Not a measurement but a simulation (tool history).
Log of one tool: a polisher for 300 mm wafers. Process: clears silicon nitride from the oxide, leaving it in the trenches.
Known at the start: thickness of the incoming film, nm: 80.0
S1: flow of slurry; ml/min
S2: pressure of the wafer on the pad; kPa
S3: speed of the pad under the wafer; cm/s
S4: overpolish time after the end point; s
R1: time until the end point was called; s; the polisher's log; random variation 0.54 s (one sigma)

run 1 hour=0.0 | S1=170 S2=22.8 S3=126 S4=7 | R1=68.783
run 2 hour=8.5 | S1=170 S2=24.8 S3=126 S4=7 | R1=65.421
run 3 hour=13.0 | S1=170 S2=26.9 S3=126 S4=7 | R1=60.856
run 4 hour=17.8 | S1=170 S2=26.9 S3=152 S4=7 | R1=49.978
run 5 hour=18.8 | S1=170 S2=27.6 S3=152 S4=7 | R1=49.634
-- hour=26.8 head pressure recalibrated
run 6 hour=26.8 | S1=170 S2=27.6 S3=152 S4=5 | R1=52.719
run 7 hour=35.1 | S1=170 S2=28.3 S3=152 S4=5 | R1=52.258

The next listed run, before its measurement:
run 8 hour=39.1 | S1=170 S2=28.3 S3=152 S4=5 | R1=?

Run 8 gave R1 50.982 s.

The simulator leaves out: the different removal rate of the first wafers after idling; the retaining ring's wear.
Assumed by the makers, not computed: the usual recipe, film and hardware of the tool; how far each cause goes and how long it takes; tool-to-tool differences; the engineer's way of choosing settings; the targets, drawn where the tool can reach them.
